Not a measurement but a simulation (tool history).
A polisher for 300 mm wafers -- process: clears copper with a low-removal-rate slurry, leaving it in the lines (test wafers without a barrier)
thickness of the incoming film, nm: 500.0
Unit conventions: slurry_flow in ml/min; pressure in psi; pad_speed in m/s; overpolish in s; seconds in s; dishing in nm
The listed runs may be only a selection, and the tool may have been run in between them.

run 1 hour=0 | slurry_flow=200 pressure=3 pad_speed=1.04 slurry_solids=1 overpolish=28 | seconds=216.91 dishing=14.48
run 2 hour=6.8 | slurry_flow=200 pressure=3 pad_speed=1.04 slurry_solids=1 overpolish=17 | seconds=220.75 dishing=13.365
run 3 hour=10.8 | slurry_flow=205 pressure=2.7 pad_speed=1.04 slurry_solids=1.05 overpolish=15 | seconds=232.89 dishing=12.604
run 4 hour=19.7 | slurry_flow=255 pressure=2.7 pad_speed=1.04 slurry_solids=1.05 overpolish=15 | seconds=232.24 dishing=12.644
run 5 hour=22.2 | slurry_flow=225 pressure=2.7 pad_speed=1.04 slurry_solids=1.05 overpolish=15 | seconds=231.27 dishing=12.325
run 6 hour=27.4 | slurry_flow=240 pressure=2.5 pad_speed=1 slurry_solids=1.15 overpolish=14 | seconds=251.11 dishing=12.044
run 7 hour=34 | slurry_flow=240 pressure=2.5 pad_speed=1 slurry_solids=1.15 overpolish=14 | seconds=249.61 dishing=12.027
run 8 hour=42.8 | slurry_flow=250 pressure=2.3 pad_speed=0.98 slurry_solids=1.2 overpolish=13 | seconds=275.61 dishing=11.039
run 9 hour=49.7 | slurry_flow=260 pressure=2.1 pad_speed=0.98 slurry_solids=1.25 overpolish=12 | seconds=289.66 dishing=10.527
run 10 hour=58.4 | slurry_flow=270 pressure=2 pad_speed=0.98 slurry_solids=1.3 overpolish=11 | seconds=313.12 dishing=9.5245

What will run 11 give?
run 11 hour=61.5 | slurry_flow=275 pressure=1.9 pad_speed=1 slurry_solids=1.35 overpolish=10 | seconds=? dishing=?

seconds: 304.71 s
dishing: 8.9975 nm
